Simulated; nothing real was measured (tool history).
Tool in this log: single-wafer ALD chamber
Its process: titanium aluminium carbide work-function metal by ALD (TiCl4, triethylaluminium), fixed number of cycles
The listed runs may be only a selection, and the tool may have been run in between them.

run,hour,heater temperature setpoint (°C),triethylaluminium pulse time (s),mean film thickness on the monitor wafer (angstrom)
1,0.0,295,10.49,20.154
2,6.4,290,9.76,19.478
3,7.2,294,9.76,19.861
4,16.2,294,12.26,20.395
5,24.5,294,14.20,20.633
6,29.1,303,14.20,21.658
7,31.9,295,13.19,20.668

Expected results for the next run?
8,37.1,283,9.83,?

mean film thickness on the monitor wafer (angstrom): 18.842
